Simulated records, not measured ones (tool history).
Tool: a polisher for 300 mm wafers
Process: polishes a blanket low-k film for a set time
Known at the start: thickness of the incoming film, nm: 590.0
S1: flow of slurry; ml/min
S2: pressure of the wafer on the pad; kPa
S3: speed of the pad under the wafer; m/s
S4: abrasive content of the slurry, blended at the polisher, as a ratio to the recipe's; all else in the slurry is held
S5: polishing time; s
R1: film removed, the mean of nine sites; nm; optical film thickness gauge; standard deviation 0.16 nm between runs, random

run  hour   S1    S2    S3    S4  S5      R1
  1   0.0  245  15.2  0.90  1.00  45  18.615
  2   3.6  245  14.5  0.90  1.00  45  17.733
  3   4.3  245  14.5  0.90  1.15  45  18.929
  4   7.3  245  13.8  0.90  1.15  45  18.286
  5   9.1  245  13.8  1.00  1.15  45  19.764
  6  14.9  245  13.1  1.00  1.15  45  18.742
  7  18.6  245  12.4  1.00  1.15  45  18.380
  8  23.0  245  11.7  1.00  1.15  45  17.678

Run 9 is up next; what results do you expect?
  9  25.0  240  9.7  1.00  1.15  45   ?

For run 9 the tool returned R1 15.034 nm.
